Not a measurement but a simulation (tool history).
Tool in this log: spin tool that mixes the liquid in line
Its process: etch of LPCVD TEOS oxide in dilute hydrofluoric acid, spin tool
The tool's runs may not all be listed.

run	hour	temperature setpoint of the liquid (C)	parts of water to one part of 49 % hydrofluoric acid (parts by volume)	time under the liquid (s)	thickness taken off the LPCVD TEOS oxide on a monitor wafer (angstrom)
1	0	20	155	165	313.68
2	4.2	20	135	165	365.22
3	9.8	20	170	165	283.39
4	13.1	20	195	165	241.02
5	17.1	21	195	165	251.04
6	18.5	21	140	165	368.9
7	22.6	20.5	145	165	352.18

Run 8 is up next; what results do you expect?
8	31.1	20	145	165	?

thickness taken off the LPCVD TEOS oxide on a monitor wafer (angstrom): 340.05
